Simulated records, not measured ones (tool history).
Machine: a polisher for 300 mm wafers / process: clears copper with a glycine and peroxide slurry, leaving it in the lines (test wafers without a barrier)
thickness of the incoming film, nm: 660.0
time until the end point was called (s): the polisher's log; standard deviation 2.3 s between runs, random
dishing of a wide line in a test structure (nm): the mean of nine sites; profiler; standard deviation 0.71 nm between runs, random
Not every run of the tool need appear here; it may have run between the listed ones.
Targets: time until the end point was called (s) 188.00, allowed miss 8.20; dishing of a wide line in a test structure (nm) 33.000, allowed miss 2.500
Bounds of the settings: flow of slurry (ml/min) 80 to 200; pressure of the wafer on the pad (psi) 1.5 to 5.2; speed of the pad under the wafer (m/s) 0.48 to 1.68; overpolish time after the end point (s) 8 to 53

run	hour	flow of slurry (ml/min)	pressure of the wafer on the pad (psi)	speed of the pad under the wafer (m/s)	overpolish time after the end point (s)	time until the end point was called (s)	dishing of a wide line in a test structure (nm)
1	0.0	130	3.3	1.08	27	103.17	47.451
2	8.7	125	3.0	1.06	24	114.08	47.245
3	16.2	125	3.0	1.06	16	112.53	38.863
4	18.2	125	2.7	1.04	15	123.41	36.178
5	22.4	125	2.7	1.04	21	120.72	43.798
6	29.8	130	2.5	0.98	19	136.00	39.697
7	33.5	130	2.3	0.96	18	143.64	35.718
8	34.1	130	2.3	0.96	18	143.20	38.141
9	37.8	130	2.2	0.94	17	150.78	35.984
10	42.5	130	2.1	0.94	17	152.80	34.593
11	49.1	130	2.0	0.92	17	163.04	34.451
12	55.0	130	1.9	0.92	17	163.68	32.921
13	62.0	130	1.8	0.92	18	173.12	34.632
14	64.6	125	1.7	0.92	17	176.17	32.601

4 candidate next runs follow, results not yet known. Just one meets every target within its allowed miss. Identify it.
A	67.2	115	2.0	0.96	20	?	?
B	67.2	130	1.7	0.84	18	?	?
C	67.2	130	1.5	1.04	19	?	?
D	67.2	120	2.2	0.86	15	?	?

move	time until the end point was called (s)	dishing of a wide line in a test structure (nm)
A	159.19	36.703
B	188.11	31.934
C	170.23	34.196
D	163.43	31.169
A: moves away from the targets compared with the last run
B: every result within its allowed miss
C: moves away from the targets compared with the last run
D: moves away from the targets compared with the last run
B is the move that brings every result within its allowed miss.

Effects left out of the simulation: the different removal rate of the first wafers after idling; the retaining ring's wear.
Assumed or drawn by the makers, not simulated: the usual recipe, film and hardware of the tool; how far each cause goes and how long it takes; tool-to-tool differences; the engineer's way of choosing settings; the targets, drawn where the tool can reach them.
